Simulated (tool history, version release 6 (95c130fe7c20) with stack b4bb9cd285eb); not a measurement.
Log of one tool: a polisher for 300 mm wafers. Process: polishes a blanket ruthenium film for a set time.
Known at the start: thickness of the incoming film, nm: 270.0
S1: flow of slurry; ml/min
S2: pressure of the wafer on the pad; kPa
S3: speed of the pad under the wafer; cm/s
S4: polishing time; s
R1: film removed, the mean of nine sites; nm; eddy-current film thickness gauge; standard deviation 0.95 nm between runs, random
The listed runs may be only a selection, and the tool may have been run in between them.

run,hour,S1,S2,S3,S4,R1
1,0.0,275,18.6,100,86,162.33
2,4.4,275,18.6,100,86,161.01
3,7.7,240,18.6,100,86,160.44
4,11.1,240,17.9,100,86,152.79
5,14.7,270,17.9,100,86,156.20
6,20.9,265,17.2,100,86,151.43
7,22.0,260,16.5,100,86,145.29
8,25.7,255,15.9,100,86,138.70

The next listed run, before its measurement:
9,30.7,250,15.9,100,86,?

R1: 138.95 nm

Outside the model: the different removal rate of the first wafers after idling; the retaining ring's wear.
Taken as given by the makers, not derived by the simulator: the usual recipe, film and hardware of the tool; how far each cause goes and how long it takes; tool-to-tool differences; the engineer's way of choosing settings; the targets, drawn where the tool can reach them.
